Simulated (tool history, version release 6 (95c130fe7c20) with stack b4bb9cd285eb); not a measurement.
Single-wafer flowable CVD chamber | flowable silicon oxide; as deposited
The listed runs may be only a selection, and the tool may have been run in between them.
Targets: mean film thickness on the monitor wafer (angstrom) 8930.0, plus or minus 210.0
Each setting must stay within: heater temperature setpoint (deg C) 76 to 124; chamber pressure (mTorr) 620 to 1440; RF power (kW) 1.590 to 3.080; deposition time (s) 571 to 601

run	day	heater temperature setpoint (deg C)	chamber pressure (mTorr)	RF power (kW)	deposition time (s)	mean film thickness on the monitor wafer (angstrom)
1	0.000	100	1030	2.335	601	5112.0
2	0.346	100	1030	2.490	601	5158.8
3	0.492	98	1030	2.490	601	5455.8
4	0.579	104	1030	2.490	601	4561.1
5	0.746	101	1030	2.490	601	5025.5
6	0.858	99	1030	2.490	601	5296.7
7	1.000	97	1030	2.490	601	5601.6
8	1.183	95	1030	2.490	601	5967.3

Which single option among these 4 for the next run brings every result within its allowed miss of target? Just one does.
A	1.367	82	1090	2.425	601	?
B	1.367	83	1030	2.450	601	?
C	1.367	82	1010	2.470	601	?
D	1.367	76	910	2.450	573	?

move	mean film thickness on the monitor wafer (angstrom)
A	8980.3
B	8306.9
C	8373.2
D	8403.2
A: meets every target
B: closes in on the targets versus the last run, not all within tolerance yet
C: closes in on the targets versus the last run, not all within tolerance yet
D: closes in on the targets versus the last run, not all within tolerance yet
Correct choice: A, which meets every target

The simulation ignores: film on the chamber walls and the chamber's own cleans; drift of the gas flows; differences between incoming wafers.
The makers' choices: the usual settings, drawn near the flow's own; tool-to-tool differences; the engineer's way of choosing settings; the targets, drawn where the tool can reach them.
